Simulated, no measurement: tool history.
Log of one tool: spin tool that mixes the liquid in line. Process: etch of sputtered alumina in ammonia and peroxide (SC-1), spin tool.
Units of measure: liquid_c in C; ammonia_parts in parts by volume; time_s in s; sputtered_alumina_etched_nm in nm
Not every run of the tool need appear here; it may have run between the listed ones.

run  hour  liquid_c  ammonia_parts  time_s  sputtered_alumina_etched_nm
  1     0        50              1     265                       12.695
  2   4.5      51.5              1     265                       14.005
  3   5.6      52.5              1     265                       14.478
  4  12.3      52.5           1.15     265                       14.618
  5  16.2      52.5           1.15     265                       14.752
  6  18.8      59.5           1.15     265                       21.164
  7  19.6      58.5           1.15     265                       20.545
  8    22      57.5           1.15     265                       19.187
  9  25.5        57           1.15     265                       18.506

What will run 10 give?
 10  27.7      56.5           1.15     265                            ?

For run 10 the tool returned sputtered_alumina_etched_nm 18.146 nm.

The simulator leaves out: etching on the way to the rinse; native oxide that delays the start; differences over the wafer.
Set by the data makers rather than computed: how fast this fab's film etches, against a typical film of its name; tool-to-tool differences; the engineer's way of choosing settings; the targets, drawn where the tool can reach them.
